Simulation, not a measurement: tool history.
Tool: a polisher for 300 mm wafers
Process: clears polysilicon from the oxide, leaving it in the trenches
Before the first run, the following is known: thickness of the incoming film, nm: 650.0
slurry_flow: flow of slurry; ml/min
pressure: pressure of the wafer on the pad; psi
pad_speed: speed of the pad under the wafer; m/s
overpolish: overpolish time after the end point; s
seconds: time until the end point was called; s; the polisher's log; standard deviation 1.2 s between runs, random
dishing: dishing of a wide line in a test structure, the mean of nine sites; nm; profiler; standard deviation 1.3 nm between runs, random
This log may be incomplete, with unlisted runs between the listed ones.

run 1 day=0.000 | slurry_flow=225 pressure=3.3 pad_speed=0.90 overpolish=23 | seconds=45.231 dishing=63.416
run 2 day=0.208 | slurry_flow=225 pressure=3.1 pad_speed=0.90 overpolish=20 | seconds=48.659 dishing=61.891
run 3 day=0.458 | slurry_flow=225 pressure=3.1 pad_speed=0.90 overpolish=27 | seconds=48.959 dishing=65.114
run 4 day=0.796 | slurry_flow=225 pressure=3.1 pad_speed=0.80 overpolish=27 | seconds=53.021 dishing=63.960
-- day=0.938 head pressure recalibrated
run 5 day=0.938 | slurry_flow=230 pressure=3.0 pad_speed=0.78 overpolish=23 | seconds=53.752 dishing=63.342
run 6 day=1.046 | slurry_flow=210 pressure=2.9 pad_speed=0.78 overpolish=20 | seconds=53.876 dishing=65.198
run 7 day=1.408 | slurry_flow=240 pressure=2.8 pad_speed=0.78 overpolish=17 | seconds=54.411 dishing=60.494

Run 8 has not been measured yet. What should we expect?
run 8 day=1.446 | slurry_flow=255 pressure=2.6 pad_speed=0.78 overpolish=15 | seconds=? dishing=?

seconds: 59.514 s
dishing: 55.828 nm

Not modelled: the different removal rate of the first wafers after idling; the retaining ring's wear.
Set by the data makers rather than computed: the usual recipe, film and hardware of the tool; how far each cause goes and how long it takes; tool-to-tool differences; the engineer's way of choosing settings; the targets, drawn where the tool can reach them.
